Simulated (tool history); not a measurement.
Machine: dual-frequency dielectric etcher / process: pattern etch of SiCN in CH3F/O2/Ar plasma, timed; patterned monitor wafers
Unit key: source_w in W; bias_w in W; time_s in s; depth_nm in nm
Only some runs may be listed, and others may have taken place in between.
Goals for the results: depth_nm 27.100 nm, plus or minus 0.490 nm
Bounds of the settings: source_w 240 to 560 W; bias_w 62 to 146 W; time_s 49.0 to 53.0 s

run 1 day=0.000 | source_w=400 bias_w=104 time_s=53.0 | depth_nm=23.441
run 2 day=0.262 | source_w=400 bias_w=97 time_s=53.0 | depth_nm=22.820
run 3 day=0.383 | source_w=450 bias_w=101 time_s=53.0 | depth_nm=24.220
run 4 day=0.729 | source_w=380 bias_w=101 time_s=53.0 | depth_nm=22.715
run 5 day=1.071 | source_w=380 bias_w=90 time_s=53.0 | depth_nm=21.724
run 6 day=1.354 | source_w=340 bias_w=90 time_s=53.0 | depth_nm=20.807
run 7 day=1.588 | source_w=410 bias_w=95 time_s=53.0 | depth_nm=22.972
run 8 day=1.892 | source_w=460 bias_w=97 time_s=53.0 | depth_nm=24.116
run 9 day=2.238 | source_w=490 bias_w=100 time_s=53.0 | depth_nm=24.874
run 10 day=2.450 | source_w=510 bias_w=103 time_s=53.0 | depth_nm=25.594
run 11 day=2.775 | source_w=530 bias_w=105 time_s=53.0 | depth_nm=26.106
run 12 day=2.983 | source_w=540 bias_w=107 time_s=53.0 | depth_nm=26.537

Pick the move, out of 5, that brings all results within their allowed miss; only one does.
run A day=3.192 | source_w=490 bias_w=125 time_s=50.0 | depth_nm=?
run B day=3.192 | source_w=560 bias_w=113 time_s=50.0 | depth_nm=?
run C day=3.192 | source_w=540 bias_w=120 time_s=51.5 | depth_nm=?
run D day=3.192 | source_w=520 bias_w=111 time_s=52.0 | depth_nm=?
run E day=3.192 | source_w=560 bias_w=121 time_s=49.0 | depth_nm=?

move=A depth_nm=25.693
move=B depth_nm=25.847
move=C depth_nm=26.934
move=D depth_nm=25.987
move=E depth_nm=26.050
A: its largest miss is bigger than the last run's
B: its largest miss is bigger than the last run's
C: every result lands within tolerance
D: its largest miss is bigger than the last run's
E: its largest miss is bigger than the last run's
The right move is C.
